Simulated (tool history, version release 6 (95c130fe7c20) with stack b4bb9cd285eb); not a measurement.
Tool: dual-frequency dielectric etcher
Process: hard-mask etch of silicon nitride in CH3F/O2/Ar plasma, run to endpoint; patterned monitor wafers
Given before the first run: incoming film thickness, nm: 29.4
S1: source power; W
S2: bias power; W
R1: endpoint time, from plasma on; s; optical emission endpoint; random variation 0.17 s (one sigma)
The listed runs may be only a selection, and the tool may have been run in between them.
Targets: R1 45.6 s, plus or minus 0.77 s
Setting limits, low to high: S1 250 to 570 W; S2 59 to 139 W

Run 1, day 0: S1 410 W, S2 99 W. Result: R1 39.323 s.
Run 2, day 0.142: S1 440 W, S2 99 W. Result: R1 38.465 s.
Run 3, day 0.446: S1 440 W, S2 90 W. Result: R1 40.331 s.
Run 4, day 0.504: S1 500 W, S2 90 W. Result: R1 38.291 s.
Run 5, day 0.762: S1 500 W, S2 103 W. Result: R1 36.411 s.
Run 6, day 0.808: S1 450 W, S2 99 W. Result: R1 38.373 s.
Run 7, day 1.183: S1 410 W, S2 96 W. Result: R1 39.99 s.
Run 8, day 1.512: S1 380 W, S2 94 W. Result: R1 41.46 s.
Run 9, day 1.771: S1 360 W, S2 93 W. Result: R1 42.304 s.
Run 10, day 2.054: S1 340 W, S2 92 W. Result: R1 42.979 s.
Run 11, day 2.146: S1 330 W, S2 91 W. Result: R1 43.677 s.
Run 12, day 2.167: S1 320 W, S2 91 W. Result: R1 43.957 s.
Run 13, day 2.371: S1 310 W, S2 91 W. Result: R1 44.528 s.

Which of these 5 next moves meets every target?
Run A, day 2.575: S1 340 W, S2 90 W. Result: R1 ?.
Run B, day 2.575: S1 370 W, S2 88 W. Result: R1 ?.
Run C, day 2.575: S1 320 W, S2 97 W. Result: R1 ?.
Run D, day 2.575: S1 270 W, S2 94 W. Result: R1 ?.
Run E, day 2.575: S1 310 W, S2 95 W. Result: R1 ?.

move      R1
   A  43.381
   B  42.687
   C  42.707
   D  45.584
   E  43.533
A: misses by more than the last run did
B: misses by more than the last run did
C: misses by more than the last run did
D: meets every target
E: misses by more than the last run did
Correct choice: D, which meets every target
